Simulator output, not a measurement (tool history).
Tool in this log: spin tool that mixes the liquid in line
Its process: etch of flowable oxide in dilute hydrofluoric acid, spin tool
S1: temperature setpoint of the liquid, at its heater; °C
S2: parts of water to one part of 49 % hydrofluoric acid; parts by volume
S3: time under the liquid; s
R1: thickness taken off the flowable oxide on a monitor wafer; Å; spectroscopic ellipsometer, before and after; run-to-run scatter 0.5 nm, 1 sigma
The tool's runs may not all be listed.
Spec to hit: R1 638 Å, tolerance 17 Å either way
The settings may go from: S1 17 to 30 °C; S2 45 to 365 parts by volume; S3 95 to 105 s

run  hour    S1   S2  S3      R1
  1     0    22  205  95  164.94
  2   1.2  24.5  205  95  179.59
  3   5.3  25.5  170  95  237.34
  4  14.1  25.5  240  95  155.71
  5  22.2  25.5  280  95  127.13
  6  30.7  25.5  305  95  115.56
  7  33.8  26.5  250  95  152.03
  8  34.4    27  205  95   197.4
  9  36.5  27.5  170  95   257.6
 10  42.7    28  145  95  314.23
 11  48.8  28.5  125  95  377.14
 12  53.8    29  110  95  449.65
 13  60.6    30   60  95  915.38
 14  63.6  28.5   60  95  863.68
 15  68.8  28.5   65  95  782.87

Exercise: of the 4 proposed moves below, exactly one satisfies all targets within the stated allowed misses. Which move is it?
  A    74    29  85  100   ?
  B    74    30  65  100   ?
  C    74    30  55   95   ?
  D    74  28.5  65  105   ?

move      R1
   A  638.59
   B  893.52
   C  1018.5
   D  884.97
A: all results land within tolerance of their targets
B: misses by more than the last run did
C: misses by more than the last run did
D: misses by more than the last run did
The right move is A.
